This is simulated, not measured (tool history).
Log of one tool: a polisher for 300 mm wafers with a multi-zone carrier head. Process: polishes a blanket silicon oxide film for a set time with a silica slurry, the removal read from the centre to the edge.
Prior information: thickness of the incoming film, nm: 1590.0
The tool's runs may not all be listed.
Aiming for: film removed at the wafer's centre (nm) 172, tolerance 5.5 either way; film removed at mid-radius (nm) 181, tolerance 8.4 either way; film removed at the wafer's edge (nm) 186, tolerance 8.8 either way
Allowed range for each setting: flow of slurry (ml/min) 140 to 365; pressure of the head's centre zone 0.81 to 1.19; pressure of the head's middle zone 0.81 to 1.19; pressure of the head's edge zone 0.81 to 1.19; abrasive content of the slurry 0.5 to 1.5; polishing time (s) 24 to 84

run,hour,flow of slurry (ml/min),pressure of the head's centre zone,pressure of the head's middle zone,pressure of the head's edge zone,abrasive content of the slurry,polishing time (s),film removed at the wafer's centre (nm),film removed at mid-radius (nm),film removed at the wafer's edge (nm)
1,0,235,1,1,1,1,54,120.23,120.85,122.74
2,6.2,235,1,1.02,1.04,1.15,56,133.92,136.08,139.67
3,14.2,240,1,1.04,1.07,1.25,57,138.34,145.91,146.76
4,17.4,260,1,1.04,1.07,1.25,57,142.07,143.95,144.33
5,19.6,260,1,1.04,1.07,1.25,65,161.66,165.26,167.76
6,25.8,260,1,1.04,1.02,1.25,65,161.99,164.75,164.25
7,27.9,245,1,1.04,1.04,1.3,65,161.28,165.96,166.55
8,35.1,245,1,1.04,1.07,1.35,65,163.94,169.57,171.38
9,38.4,245,1,1.04,1.09,1.4,65,167.12,173.66,179.04
10,45.6,245,1,1.04,1.1,1.4,65,167.6,169.89,177.7

Which single option among these 5 for the next run brings every result within its allowed miss of target? Just one does.
A,52.8,255,0.98,0.93,1.19,1.5,63,?,?,?
B,52.8,310,0.91,1,1.03,1.5,68,?,?,?
C,52.8,260,0.93,1.08,1.13,1.3,68,?,?,?
D,52.8,215,0.99,0.91,1.19,1.35,68,?,?,?
E,52.8,215,1.08,1.03,1.15,1.4,62,?,?,?

move,film removed at the wafer's centre (nm),film removed at mid-radius (nm),film removed at the wafer's edge (nm)
A,163.37,155.32,186.13
B,171.09,181.85,189.43
C,162,181.16,185.86
D,167.2,155.36,190.62
E,164.77,159.11,172.68
A: lands further from the targets than the last run did
B: each result inside its tolerance
C: meets the target for the result that was furthest off, but another lies outside its allowed miss
D: lands further from the targets than the last run did
E: lands further from the targets than the last run did
B is the move that brings every result within its allowed miss.
